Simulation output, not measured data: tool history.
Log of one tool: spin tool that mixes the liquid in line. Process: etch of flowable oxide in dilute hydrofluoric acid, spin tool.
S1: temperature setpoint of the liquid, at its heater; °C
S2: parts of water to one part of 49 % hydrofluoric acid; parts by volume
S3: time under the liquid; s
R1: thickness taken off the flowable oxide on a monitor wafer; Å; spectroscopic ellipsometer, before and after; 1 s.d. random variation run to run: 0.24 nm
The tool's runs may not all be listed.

Run 1, day 0: S1 25 °C, S2 280 parts by volume, S3 200 s. Result: R1 170.31 Å.
Run 2, day 0.25: S1 26 °C, S2 270 parts by volume, S3 200 s. Result: R1 183.5 Å.
Run 3, day 0.325: S1 28.5 °C, S2 270 parts by volume, S3 200 s. Result: R1 200.19 Å.
Run 4, day 0.375: S1 28.5 °C, S2 270 parts by volume, S3 200 s. Result: R1 197.81 Å.
Run 5, day 0.45: S1 28.5 °C, S2 270 parts by volume, S3 215 s. Result: R1 216.45 Å.
At day 0.575: hydrofluoric acid flow meter replaced.
Run 6, day 0.575: S1 29 °C, S2 265 parts by volume, S3 215 s. Result: R1 262.34 Å.
Run 7, day 0.925: S1 29.5 °C, S2 265 parts by volume, S3 215 s. Result: R1 266.71 Å.

Forecast run 8:
Run 8, day 1.104: S1 30 °C, S2 265 parts by volume, S3 215 s. Result: R1 ?.

R1: 271.17 Å
